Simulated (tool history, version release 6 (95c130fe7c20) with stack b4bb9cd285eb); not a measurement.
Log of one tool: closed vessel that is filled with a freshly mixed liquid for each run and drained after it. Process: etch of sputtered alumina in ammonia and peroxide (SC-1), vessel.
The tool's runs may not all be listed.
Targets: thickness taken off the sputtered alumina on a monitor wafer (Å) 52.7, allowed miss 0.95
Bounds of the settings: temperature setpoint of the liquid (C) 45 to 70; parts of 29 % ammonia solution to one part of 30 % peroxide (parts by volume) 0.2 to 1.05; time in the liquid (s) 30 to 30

run	hour	temperature setpoint of the liquid (C)	parts of 29 % ammonia solution to one part of 30 % peroxide (parts by volume)	time in the liquid (s)	thickness taken off the sputtered alumina on a monitor wafer (Å)
1	0	61	0.55	30	41.922
2	5.2	54.5	0.55	30	29.706
3	6	57	0.55	30	34.006
4	14.6	57	0.7	30	34.8
5	17.7	59	0.7	30	38.7
6	22.5	60.5	0.7	30	41.573
7	29.9	61.5	0.7	30	43.739
8	38.6	62.5	0.7	30	46.058
9	46.4	63	0.7	30	47.179
10	51.7	63.5	0.7	30	48.328
11	56.8	64	0.7	30	49.957
12	58.4	64.5	0.7	30	50.871

5 next moves are on the table. One of them brings every result within its allowed miss. Which?
A	60	65.5	0.65	30	?
B	60	66	0.65	30	?
C	60	66	0.7	30	?
D	60	65.5	0.95	30	?
E	60	66	0.6	30	?

move	thickness taken off the sputtered alumina on a monitor wafer (Å)
A	53.22
B	54.551
C	54.933
D	55.159
E	54.141
A: meets every target
B: takes the result that was furthest off past its target
C: takes the result that was furthest off past its target
D: takes the result that was furthest off past its target
E: takes the result that was furthest off past its target
The right move is A.
